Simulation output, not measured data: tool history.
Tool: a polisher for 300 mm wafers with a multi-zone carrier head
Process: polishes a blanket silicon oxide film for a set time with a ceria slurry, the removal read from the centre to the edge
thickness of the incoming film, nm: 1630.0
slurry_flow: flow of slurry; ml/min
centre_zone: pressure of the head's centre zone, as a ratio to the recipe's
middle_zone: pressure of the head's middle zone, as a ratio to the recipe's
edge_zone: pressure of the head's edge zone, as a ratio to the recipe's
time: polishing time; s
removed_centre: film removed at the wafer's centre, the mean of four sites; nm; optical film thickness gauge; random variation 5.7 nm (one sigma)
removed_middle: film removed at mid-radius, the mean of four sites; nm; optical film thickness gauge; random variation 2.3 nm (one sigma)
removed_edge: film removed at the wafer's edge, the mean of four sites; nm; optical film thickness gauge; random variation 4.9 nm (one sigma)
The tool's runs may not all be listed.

run	hour	slurry_flow	centre_zone	middle_zone	edge_zone	time	removed_centre	removed_middle	removed_edge
1	0	315	1	1	1	45	309.32	304.06	302.11
2	6.1	325	1.04	1.03	1.04	46	318.86	320.67	315.31
3	12.3	330	1.07	1.03	1.04	47	337.93	321.38	321.8
4	20.2	260	1.07	1.03	1.04	47	331.11	322.98	313.76
5	25.4	270	1.1	1.05	1.05	48	347.87	329.43	319.97
6	30	270	1.02	1.05	1.05	48	320.11	329.47	317.99
7	36	290	1.06	1.06	1.05	49	353.2	345.86	335.72

Run 8 comes next. What will it give?
8	38.1	290	1.06	1.06	1.05	49	?	?	?

{"run 8": {"removed_centre": 340.3, "removed_middle": 345.71, "removed_edge": 332.59}}
